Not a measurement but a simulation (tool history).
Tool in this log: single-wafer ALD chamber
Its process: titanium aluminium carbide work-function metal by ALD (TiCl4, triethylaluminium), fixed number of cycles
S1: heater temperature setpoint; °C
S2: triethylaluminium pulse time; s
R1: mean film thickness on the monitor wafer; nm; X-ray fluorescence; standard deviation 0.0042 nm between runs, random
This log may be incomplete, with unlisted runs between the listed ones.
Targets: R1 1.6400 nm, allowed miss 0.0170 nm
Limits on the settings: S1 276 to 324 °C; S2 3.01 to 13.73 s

Run 1, hour 0.0: S1 300 °C, S2 8.37 s. Result: R1 1.8001 nm.
Run 2, hour 2.4: S1 306 °C, S2 8.37 s. Result: R1 1.8477 nm.
Run 3, hour 10.9: S1 312 °C, S2 8.37 s. Result: R1 1.8823 nm.
Run 4, hour 12.0: S1 312 °C, S2 10.25 s. Result: R1 1.9336 nm.
Run 5, hour 17.1: S1 312 °C, S2 11.72 s. Result: R1 1.9658 nm.
Run 6, hour 22.3: S1 306 °C, S2 10.97 s. Result: R1 1.9139 nm.
Run 7, hour 26.5: S1 301 °C, S2 10.23 s. Result: R1 1.8646 nm.
Run 8, hour 27.3: S1 297 °C, S2 9.58 s. Result: R1 1.8187 nm.
Run 9, hour 30.8: S1 293 °C, S2 9.12 s. Result: R1 1.7743 nm.
Run 10, hour 34.0: S1 290 °C, S2 8.87 s. Result: R1 1.7522 nm.
Run 11, hour 38.0: S1 278 °C, S2 7.53 s. Result: R1 1.6114 nm.

Of the 4 settings listed for the next run, only one would bring every result within its allowed miss of target. Which one?
Run A, hour 42.0: S1 278 °C, S2 7.97 s. Result: R1 ?.
Run B, hour 42.0: S1 282 °C, S2 8.23 s. Result: R1 ?.
Run C, hour 42.0: S1 284 °C, S2 8.34 s. Result: R1 ?.
Run D, hour 42.0: S1 276 °C, S2 9.99 s. Result: R1 ?.

move      R1
   A  1.6346
   B  1.6726
   C  1.6906
   D  1.6830
A: meets every target
B: takes the result that was furthest off past its target
C: takes the result that was furthest off past its target
D: takes the result that was furthest off past its target
Correct choice: A, which meets every target
